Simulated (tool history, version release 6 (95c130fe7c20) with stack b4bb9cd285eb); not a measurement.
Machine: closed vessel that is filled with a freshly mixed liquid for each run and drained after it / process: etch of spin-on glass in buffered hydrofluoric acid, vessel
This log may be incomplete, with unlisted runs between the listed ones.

run	hour	temperature setpoint of the liquid (K)	parts of 40 % ammonium fluoride to one part of 49 % hydrofluoric acid (parts by volume)	time in the liquid (s)	thickness taken off the spin-on glass on a monitor wafer (Å)
1	0	297.15	11	105	2573.3
2	2.8	298.15	10.5	105	2843.6
3	3.7	299.15	10	105	3123.4
4	5.4	299.15	10	110	3265.6
5	11.7	295.65	10	110	2681.9
6	13.3	295.65	12	110	2261.6

The next listed run, before its measurement:
7	14.6	296.65	11	110	?

Run 7 measured thickness taken off the spin-on glass on a monitor wafer (Å) 2613.8.
